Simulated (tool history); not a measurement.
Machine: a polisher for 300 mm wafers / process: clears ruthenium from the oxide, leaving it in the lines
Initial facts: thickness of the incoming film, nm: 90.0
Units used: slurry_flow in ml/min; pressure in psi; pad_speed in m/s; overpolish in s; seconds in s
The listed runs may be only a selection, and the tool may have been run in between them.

| run | hour | slurry_flow | pressure | pad_speed | overpolish | seconds |
|---|---|---|---|---|---|---|
| 1 | 0 | 175 | 1.3 | 1.04 | 11 | 120.07 |
| 2 | 5.6 | 175 | 1.3 | 1.28 | 11 | 98.257 |
| 3 | 9.3 | 175 | 1.2 | 1.28 | 11 | 101.97 |
| 4 | 18.3 | 175 | 1.1 | 1.28 | 11 | 110.09 |
| 5 | 25.8 | 175 | 1 | 1.28 | 11 | 119.37 |
| 6 | 30 | 175 | 1.3 | 1.28 | 11 | 99.263 |
| 7 | 36 | 175 | 1.3 | 1.28 | 11 | 98.309 |
| 8 | 38.1 | 175 | 1.2 | 1.28 | 11 | 103.86 |
| 9 | 41.5 | 175 | 1.2 | 1.28 | 11 | 104.58 |

For run 10, what comes out?
| 10 | 50 | 175 | 1.1 | 1.28 | 11 | ? |

seconds: 109.88 s
